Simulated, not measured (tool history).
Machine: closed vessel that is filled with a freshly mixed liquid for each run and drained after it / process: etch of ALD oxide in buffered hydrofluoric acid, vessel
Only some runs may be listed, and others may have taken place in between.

run  hour  temperature setpoint of the liquid (°C)  parts of 40 % ammonium fluoride to one part of 49 % hydrofluoric acid (parts by volume)  time in the liquid (s)  thickness taken off the ALD oxide on a monitor wafer (angstrom)
  1     0                                       23                                                                                     11.5                      30                                                           635.05
  2   3.5                                     24.5                                                                                     11.5                      30                                                           676.01
  3   5.2                                       26                                                                                     11.5                      30                                                           732.16
  4  11.6                                       26                                                                                       14                      30                                                            608.5
  5  20.7                                     27.5                                                                                     13.5                      30                                                           679.57
  6  22.5                                     28.5                                                                                       13                      30                                                           750.87

Estimate the outcome of run 7 from the log above:
  7  24.3                                     29.5                                                                                       13                      30                                                                ?

Run 7 measured thickness taken off the ALD oxide on a monitor wafer (angstrom) 795.2.

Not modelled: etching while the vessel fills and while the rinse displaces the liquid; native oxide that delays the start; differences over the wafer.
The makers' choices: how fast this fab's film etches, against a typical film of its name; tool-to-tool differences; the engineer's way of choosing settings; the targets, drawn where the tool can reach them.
